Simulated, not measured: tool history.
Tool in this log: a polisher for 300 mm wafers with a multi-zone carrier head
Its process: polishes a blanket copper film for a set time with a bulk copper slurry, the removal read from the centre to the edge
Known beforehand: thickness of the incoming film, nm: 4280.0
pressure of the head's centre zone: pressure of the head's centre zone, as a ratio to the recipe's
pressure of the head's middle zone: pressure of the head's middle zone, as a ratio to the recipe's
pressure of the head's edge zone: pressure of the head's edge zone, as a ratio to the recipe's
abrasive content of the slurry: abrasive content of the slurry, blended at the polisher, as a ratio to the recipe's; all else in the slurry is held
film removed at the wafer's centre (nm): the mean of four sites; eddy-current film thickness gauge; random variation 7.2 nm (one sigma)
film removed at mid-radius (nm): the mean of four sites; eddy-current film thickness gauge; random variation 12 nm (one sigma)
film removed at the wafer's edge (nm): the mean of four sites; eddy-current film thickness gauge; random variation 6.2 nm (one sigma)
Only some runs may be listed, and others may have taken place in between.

run,day,flow of slurry (ml/min),pressure of the head's centre zone,pressure of the head's middle zone,pressure of the head's edge zone,abrasive content of the slurry,polishing time (s),film removed at the wafer's centre (nm),film removed at mid-radius (nm),film removed at the wafer's edge (nm)
1,0.000,170,1.00,1.00,1.00,1.00,86,1199.50,1170.80,1157.7
2,0.171,150,1.00,1.00,1.00,1.00,86,1139.90,1136.60,1140.0
3,0.471,150,1.00,1.00,1.05,1.00,86,1156.10,1148.90,1163.5
4,0.692,150,1.00,1.00,1.14,1.00,86,1142.00,1149.30,1223.7
5,0.962,145,0.98,1.00,1.10,0.90,84,1042.10,1096.50,1130.9
6,1.112,145,0.98,1.00,1.10,1.05,84,1089.60,1107.60,1178.0
7,1.146,145,0.96,0.99,1.07,0.95,83,1039.60,1087.00,1107.8
8,1.362,140,0.94,0.97,1.06,0.90,82,973.53,1033.30,1070.4

Expected results for the next run?
9,1.733,135,0.93,0.96,1.03,0.85,82,?,?,?

film removed at the wafer's centre (nm): 946.47
film removed at mid-radius (nm): 999.35
film removed at the wafer's edge (nm): 1044.9
